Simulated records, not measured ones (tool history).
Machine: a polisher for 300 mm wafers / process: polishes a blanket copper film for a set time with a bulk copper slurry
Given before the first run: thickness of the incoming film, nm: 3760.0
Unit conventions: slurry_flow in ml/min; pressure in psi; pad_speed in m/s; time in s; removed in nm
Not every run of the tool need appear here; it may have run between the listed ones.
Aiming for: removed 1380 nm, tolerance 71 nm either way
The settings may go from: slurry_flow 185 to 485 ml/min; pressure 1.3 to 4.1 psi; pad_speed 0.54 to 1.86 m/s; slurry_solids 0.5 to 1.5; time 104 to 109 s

run 1 hour=0 | slurry_flow=310 pressure=2.7 pad_speed=1.18 slurry_solids=1 time=104 | removed=998.98
run 2 hour=5 | slurry_flow=310 pressure=3.1 pad_speed=1.18 slurry_solids=1 time=104 | removed=1108.4
run 3 hour=8.8 | slurry_flow=310 pressure=3.2 pad_speed=1.18 slurry_solids=1 time=104 | removed=1119.2
run 4 hour=13 | slurry_flow=230 pressure=3.2 pad_speed=1.18 slurry_solids=1 time=104 | removed=1114.8
run 5 hour=16.4 | slurry_flow=230 pressure=3.3 pad_speed=1.18 slurry_solids=1 time=104 | removed=1115.7
run 6 hour=17.2 | slurry_flow=230 pressure=3.3 pad_speed=1.18 slurry_solids=0.9 time=104 | removed=1131.1
run 7 hour=24.7 | slurry_flow=230 pressure=3.4 pad_speed=1.18 slurry_solids=0.9 time=104 | removed=1137.9
run 8 hour=28.9 | slurry_flow=230 pressure=3.5 pad_speed=1.18 slurry_solids=0.9 time=104 | removed=1167.8
run 9 hour=36.4 | slurry_flow=230 pressure=3.6 pad_speed=1.18 slurry_solids=0.9 time=104 | removed=1185.4

4 candidate next runs follow, results not yet known. Just one meets every target within its allowed miss. Identify it.
run A hour=43.9 | slurry_flow=255 pressure=3.6 pad_speed=1.36 slurry_solids=1.2 time=109 | removed=?
run B hour=43.9 | slurry_flow=290 pressure=3.2 pad_speed=1.04 slurry_solids=0.95 time=104 | removed=?
run C hour=43.9 | slurry_flow=305 pressure=3.8 pad_speed=1.34 slurry_solids=0.85 time=104 | removed=?
run D hour=43.9 | slurry_flow=240 pressure=3.4 pad_speed=1.02 slurry_solids=0.85 time=104 | removed=?

move=A removed=1528.2
move=B removed=1001.1
move=C removed=1422.9
move=D removed=987.29
A: carries the result that was furthest off beyond its target, to the other side
B: moves away from the targets compared with the last run
C: every result within its allowed miss
D: moves away from the targets compared with the last run
So the answer is move C, the one that meets all the targets.
